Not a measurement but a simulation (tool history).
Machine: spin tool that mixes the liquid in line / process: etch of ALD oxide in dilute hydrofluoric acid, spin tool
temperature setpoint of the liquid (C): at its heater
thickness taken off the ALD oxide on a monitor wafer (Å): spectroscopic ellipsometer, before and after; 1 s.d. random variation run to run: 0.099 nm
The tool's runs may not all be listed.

run	hour	temperature setpoint of the liquid (C)	parts of water to one part of 49 % hydrofluoric acid (parts by volume)	time under the liquid (s)	thickness taken off the ALD oxide on a monitor wafer (Å)
1	0.0	25.0	110	25	43.840
2	4.1	25.0	85	25	58.511
3	12.6	22.0	85	25	52.815
4	18.4	22.0	85	20	42.341
5	25.3	24.5	75	20	53.318
6	30.5	26.5	65	20	67.270
7	32.1	26.5	65	20	66.530
8	35.8	28.0	60	20	77.424
9	42.8	29.0	60	20	82.111
10	48.8	30.0	60	20	84.626
11	56.5	30.5	55	20	95.138

For run 12, what comes out?
12	62.7	30.5	55	20	?

{"run 12": {"thickness taken off the ALD oxide on a monitor wafer (Å)": 94.008}}
